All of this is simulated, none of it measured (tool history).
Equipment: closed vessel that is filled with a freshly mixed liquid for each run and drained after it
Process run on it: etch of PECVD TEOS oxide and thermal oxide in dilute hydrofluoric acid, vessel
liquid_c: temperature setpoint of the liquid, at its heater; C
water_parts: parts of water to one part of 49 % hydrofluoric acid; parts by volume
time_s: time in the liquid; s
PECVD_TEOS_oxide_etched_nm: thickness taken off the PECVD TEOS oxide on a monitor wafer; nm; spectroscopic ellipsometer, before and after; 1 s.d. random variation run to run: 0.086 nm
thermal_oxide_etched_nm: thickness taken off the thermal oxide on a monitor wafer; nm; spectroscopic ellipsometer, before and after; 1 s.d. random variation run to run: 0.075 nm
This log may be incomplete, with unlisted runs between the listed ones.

| run | hour | liquid_c | water_parts | time_s | PECVD_TEOS_oxide_etched_nm | thermal_oxide_etched_nm |
|---|---|---|---|---|---|---|
| 1 | 0.0 | 21.0 | 125 | 115 | 7.2828 | 3.6226 |
| 2 | 1.6 | 21.0 | 125 | 95 | 5.9351 | 2.9693 |
| 3 | 7.6 | 21.0 | 165 | 95 | 4.3456 | 2.1528 |
| 4 | 16.5 | 21.0 | 165 | 130 | 5.9037 | 2.9218 |
| 5 | 17.6 | 21.0 | 165 | 170 | 7.7331 | 3.8894 |
| 6 | 21.1 | 22.5 | 160 | 170 | 8.4949 | 4.2400 |
| 7 | 23.0 | 23.5 | 150 | 170 | 9.5604 | 4.6502 |

What will run 8 give?
| 8 | 31.8 | 25.0 | 100 | 175 | ? | ? |

{"run 8": {"PECVD_TEOS_oxide_etched_nm": 16.534, "thermal_oxide_etched_nm": 8.3228}}
